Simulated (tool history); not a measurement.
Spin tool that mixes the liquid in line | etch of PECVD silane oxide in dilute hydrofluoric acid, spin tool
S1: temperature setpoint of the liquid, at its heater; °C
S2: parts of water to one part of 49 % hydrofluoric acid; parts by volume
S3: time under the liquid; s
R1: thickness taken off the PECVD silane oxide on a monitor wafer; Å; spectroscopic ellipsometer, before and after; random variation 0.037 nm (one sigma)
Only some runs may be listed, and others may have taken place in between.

{"run": 1, "day": 0.0, "S1": 21.0, "S2": 155, "S3": 25, "R1": 23.636}
{"run": 2, "day": 0.175, "S1": 21.0, "S2": 155, "S3": 25, "R1": 23.524}
{"run": 3, "day": 0.212, "S1": 19.5, "S2": 155, "S3": 25, "R1": 22.298}
{"run": 4, "day": 0.358, "S1": 19.5, "S2": 190, "S3": 25, "R1": 17.392}
{"run": 5, "day": 0.471, "S1": 21.5, "S2": 190, "S3": 25, "R1": 18.912}
{"run": 6, "day": 0.512, "S1": 22.5, "S2": 175, "S3": 25, "R1": 21.814}
{"run": 7, "day": 0.688, "S1": 23.0, "S2": 160, "S3": 25, "R1": 24.653}
{"run": 8, "day": 0.746, "S1": 23.5, "S2": 150, "S3": 25, "R1": 26.986}
{"run": 9, "day": 0.796, "S1": 23.5, "S2": 150, "S3": 25, "R1": 27.034}
{"run": 10, "day": 1.129, "S1": 24.0, "S2": 140, "S3": 25, "R1": 29.467}
{"run": 11, "day": 1.246, "S1": 24.5, "S2": 130, "S3": 25, "R1": 33.153}
{"run": 12, "day": 1.421, "S1": 25.0, "S2": 120, "S3": 25, "R1": 36.866}

Forecast run 13:
{"run": 13, "day": 1.475, "S1": 25.5, "S2": 115, "S3": 25, "R1": "?"}

Logged for run 13: R1 39.307 Å.

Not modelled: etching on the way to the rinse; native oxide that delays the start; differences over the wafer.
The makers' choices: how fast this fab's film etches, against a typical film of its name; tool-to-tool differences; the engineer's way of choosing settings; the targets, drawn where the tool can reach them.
